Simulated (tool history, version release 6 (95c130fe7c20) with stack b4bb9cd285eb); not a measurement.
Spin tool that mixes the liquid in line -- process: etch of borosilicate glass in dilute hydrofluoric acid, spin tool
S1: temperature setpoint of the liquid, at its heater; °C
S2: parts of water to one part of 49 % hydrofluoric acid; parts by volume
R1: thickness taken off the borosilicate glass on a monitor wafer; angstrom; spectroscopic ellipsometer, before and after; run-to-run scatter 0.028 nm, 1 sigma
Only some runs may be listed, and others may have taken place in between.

{"run": 1, "day": 0.0, "S1": 23.0, "S2": 135, "time under the liquid (s)": 15, "R1": 31.704}
{"run": 2, "day": 0.196, "S1": 24.5, "S2": 125, "time under the liquid (s)": 15, "R1": 36.832}
{"run": 3, "day": 0.329, "S1": 24.5, "S2": 125, "time under the liquid (s)": 15, "R1": 36.758}
{"run": 4, "day": 0.367, "S1": 24.5, "S2": 145, "time under the liquid (s)": 15, "R1": 30.805}
{"run": 5, "day": 0.488, "S1": 24.5, "S2": 145, "time under the liquid (s)": 15, "R1": 30.727}
{"run": 6, "day": 0.842, "S1": 25.5, "S2": 130, "time under the liquid (s)": 15, "R1": 36.429}
{"run": 7, "day": 0.975, "S1": 26.5, "S2": 120, "time under the liquid (s)": 15, "R1": 41.692}
{"run": 8, "day": 1.15, "S1": 27.5, "S2": 110, "time under the liquid (s)": 15, "R1": 47.537}
{"run": 9, "day": 1.2, "S1": 28.0, "S2": 105, "time under the liquid (s)": 15, "R1": 51.249}

For run 10, what comes out?
{"run": 10, "day": 1.317, "S1": 31.0, "S2": 70, "time under the liquid (s)": 15, "R1": "?"}

{"run 10": {"R1": 90.582}}

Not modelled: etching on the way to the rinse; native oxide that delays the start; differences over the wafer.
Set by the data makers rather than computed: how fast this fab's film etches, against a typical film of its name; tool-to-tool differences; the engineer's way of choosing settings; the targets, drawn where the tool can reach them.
